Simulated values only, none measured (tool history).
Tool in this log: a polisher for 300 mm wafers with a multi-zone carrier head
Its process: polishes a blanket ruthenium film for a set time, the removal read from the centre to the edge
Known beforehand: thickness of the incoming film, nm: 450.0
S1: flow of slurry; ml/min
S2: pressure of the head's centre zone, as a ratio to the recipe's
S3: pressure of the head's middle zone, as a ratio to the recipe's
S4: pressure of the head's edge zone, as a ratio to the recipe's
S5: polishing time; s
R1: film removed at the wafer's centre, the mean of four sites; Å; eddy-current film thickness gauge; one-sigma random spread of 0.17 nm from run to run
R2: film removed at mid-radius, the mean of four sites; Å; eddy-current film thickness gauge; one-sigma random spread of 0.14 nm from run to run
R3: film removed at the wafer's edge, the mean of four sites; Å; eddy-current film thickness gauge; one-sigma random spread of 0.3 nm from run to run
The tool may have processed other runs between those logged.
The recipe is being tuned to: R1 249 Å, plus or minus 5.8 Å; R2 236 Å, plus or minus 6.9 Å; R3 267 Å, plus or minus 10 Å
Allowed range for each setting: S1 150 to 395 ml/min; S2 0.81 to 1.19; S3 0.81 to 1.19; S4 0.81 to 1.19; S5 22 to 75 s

Run 1, hour 0: S1 250 ml/min, S2 1, S3 1, S4 1, S5 48 s. Result: R1 350.46 Å, R2 349.94 Å, R3 350.32 Å.
Run 2, hour 4.6: S1 250 ml/min, S2 1, S3 0.92, S4 1, S5 48 s. Result: R1 351.37 Å, R2 327.81 Å, R3 358.12 Å.
Run 3, hour 10.7: S1 250 ml/min, S2 1, S3 0.85, S4 1, S5 48 s. Result: R1 348.95 Å, R2 303.23 Å, R3 358.79 Å.
Run 4, hour 15: S1 250 ml/min, S2 1, S3 0.85, S4 0.92, S5 48 s. Result: R1 356.06 Å, R2 304.93 Å, R3 342.96 Å.
Run 5, hour 18.9: S1 250 ml/min, S2 1, S3 0.85, S4 0.92, S5 54 s. Result: R1 394.98 Å, R2 340.72 Å, R3 388.79 Å.
Run 6, hour 25.7: S1 240 ml/min, S2 0.97, S3 0.84, S4 0.91, S5 50 s. Result: R1 351.6 Å, R2 315.42 Å, R3 355.8 Å.
Run 7, hour 30: S1 240 ml/min, S2 0.96, S3 0.83, S4 0.91, S5 47 s. Result: R1 330.65 Å, R2 290.95 Å, R3 334.63 Å.
Run 8, hour 32.9: S1 235 ml/min, S2 0.94, S3 0.83, S4 0.9, S5 45 s. Result: R1 306.54 Å, R2 279.57 Å, R3 318.86 Å.
Run 9, hour 33.9: S1 230 ml/min, S2 0.93, S3 0.83, S4 0.89, S5 43 s. Result: R1 290.46 Å, R2 265.42 Å, R3 295.7 Å.
Run 10, hour 36.9: S1 220 ml/min, S2 0.92, S3 0.83, S4 0.89, S5 42 s. Result: R1 278.9 Å, R2 258 Å, R3 286.57 Å.

Exactly one of the 5 candidate moves below puts every result within its allowed miss. Which one?
Run A, hour 39.9: S1 225 ml/min, S2 0.89, S3 0.82, S4 0.88, S5 39 s. Result: R1 ?, R2 ?, R3 ?.
Run B, hour 39.9: S1 220 ml/min, S2 0.87, S3 0.91, S4 0.81, S5 44 s. Result: R1 ?, R2 ?, R3 ?.
Run C, hour 39.9: S1 210 ml/min, S2 0.91, S3 0.93, S4 0.84, S5 44 s. Result: R1 ?, R2 ?, R3 ?.
Run D, hour 39.9: S1 150 ml/min, S2 0.92, S3 1.03, S4 0.83, S5 39 s. Result: R1 ?, R2 ?, R3 ?.
Run E, hour 39.9: S1 205 ml/min, S2 0.88, S3 0.86, S4 0.9, S5 43 s. Result: R1 ?, R2 ?, R3 ?.

move      R1      R2      R3
   A   251.3  238.11  271.35
   B  276.36  291.91  294.05
   C   287.2   295.3  297.32
   D  242.15  269.93  251.47
   E   270.2  269.58  299.29
A: every result within its allowed miss
B: misses by more than the last run did
C: misses by more than the last run did
D: takes the result that was furthest off past its target
E: moves toward the targets from the last run without getting all of them in spec
The move that meets every target is A.
